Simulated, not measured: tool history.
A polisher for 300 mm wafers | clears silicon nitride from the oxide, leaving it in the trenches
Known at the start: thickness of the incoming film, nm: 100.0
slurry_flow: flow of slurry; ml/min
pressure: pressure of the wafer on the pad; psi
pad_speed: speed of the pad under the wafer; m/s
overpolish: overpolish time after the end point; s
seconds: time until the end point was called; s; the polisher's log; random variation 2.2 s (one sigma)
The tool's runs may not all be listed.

run,day,slurry_flow,pressure,pad_speed,overpolish,seconds
1,0,150,3,1.22,13,88.177
2,0.262,115,3,1.22,13,92.661
3,0.6,140,3,1.22,13,90.012
4,0.654,140,3,1.22,13,87.503
# day 0.862: worn pad replaced by a new one
5,0.862,140,3,1.22,14,84.29
6,1.225,155,3,1.22,14,83.751

Predict the results of run 7:
7,1.408,155,2.7,1.2,14,?

Logged for run 7: seconds 94.76 s.
